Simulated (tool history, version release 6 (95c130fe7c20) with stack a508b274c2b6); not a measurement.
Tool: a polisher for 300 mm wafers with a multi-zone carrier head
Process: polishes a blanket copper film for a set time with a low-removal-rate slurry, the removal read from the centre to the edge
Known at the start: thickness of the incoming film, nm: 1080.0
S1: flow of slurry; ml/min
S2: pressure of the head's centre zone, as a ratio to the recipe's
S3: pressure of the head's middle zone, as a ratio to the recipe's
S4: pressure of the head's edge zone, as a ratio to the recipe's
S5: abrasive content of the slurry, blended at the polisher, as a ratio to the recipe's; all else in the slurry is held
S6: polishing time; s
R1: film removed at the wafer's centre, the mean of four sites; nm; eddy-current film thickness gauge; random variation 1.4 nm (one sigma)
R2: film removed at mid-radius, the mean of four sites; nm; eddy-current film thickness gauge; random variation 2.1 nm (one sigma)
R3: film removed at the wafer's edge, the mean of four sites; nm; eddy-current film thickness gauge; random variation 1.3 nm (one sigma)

Run 1, hour 0.0: S1 300 ml/min, S2 1.00, S3 1.00, S4 1.00, S5 1.00, S6 52 s. Result: R1 168.83 nm, R2 170.86 nm, R3 179.04 nm.
Run 2, hour 1.3: S1 295 ml/min, S2 0.97, S3 0.98, S4 0.99, S5 0.95, S6 52 s. Result: R1 165.16 nm, R2 165.32 nm, R3 175.66 nm.
Run 3, hour 4.2: S1 295 ml/min, S2 0.93, S3 0.98, S4 0.99, S5 0.95, S6 52 s. Result: R1 155.87 nm, R2 164.91 nm, R3 172.66 nm.
Run 4, hour 9.9: S1 290 ml/min, S2 0.91, S3 0.96, S4 0.99, S5 0.95, S6 52 s. Result: R1 153.35 nm, R2 164.18 nm, R3 174.30 nm.
Run 5, hour 16.2: S1 290 ml/min, S2 0.91, S3 0.96, S4 0.99, S5 1.10, S6 52 s. Result: R1 156.30 nm, R2 170.16 nm, R3 178.96 nm.
Run 6, hour 17.1: S1 290 ml/min, S2 0.91, S3 1.03, S4 0.99, S5 1.10, S6 52 s. Result: R1 157.09 nm, R2 179.05 nm, R3 179.40 nm.

Forecast run 7:
Run 7, hour 20.1: S1 285 ml/min, S2 0.90, S3 0.99, S4 0.98, S5 1.05, S6 52 s. Result: R1 ?, R2 ?, R3 ?.

{"run 7": {"R1": 153.88, "R2": 170.65, "R3": 175.48}}

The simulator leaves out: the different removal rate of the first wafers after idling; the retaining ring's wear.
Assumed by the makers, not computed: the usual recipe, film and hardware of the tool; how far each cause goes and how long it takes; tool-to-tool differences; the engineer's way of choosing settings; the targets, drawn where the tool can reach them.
